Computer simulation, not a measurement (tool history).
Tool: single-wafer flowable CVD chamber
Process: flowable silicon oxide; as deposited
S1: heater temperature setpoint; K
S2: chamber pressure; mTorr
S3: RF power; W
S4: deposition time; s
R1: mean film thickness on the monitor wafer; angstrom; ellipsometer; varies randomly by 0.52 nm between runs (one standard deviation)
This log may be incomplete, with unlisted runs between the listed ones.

{"run": 1, "hour": 0.0, "S1": 373.15, "S2": 716, "S3": 1620, "S4": 287, "R1": 1525.5}
{"run": 2, "hour": 7.2, "S1": 376.15, "S2": 715, "S3": 1620, "S4": 287, "R1": 1384.8}
{"run": 3, "hour": 8.4, "S1": 379.15, "S2": 714, "S3": 1620, "S4": 287, "R1": 1252.2}
{"run": 4, "hour": 15.8, "S1": 373.15, "S2": 714, "S3": 1620, "S4": 287, "R1": 1516.7}
{"run": 5, "hour": 18.4, "S1": 377.15, "S2": 713, "S3": 1620, "S4": 287, "R1": 1335.7}
{"run": 6, "hour": 26.9, "S1": 379.15, "S2": 712, "S3": 1620, "S4": 287, "R1": 1267.6}

Run 7 has not been measured yet. What should we expect?
{"run": 7, "hour": 35.7, "S1": 381.15, "S2": 711, "S3": 1620, "S4": 287, "R1": "?"}

R1: 1174.8 angstrom
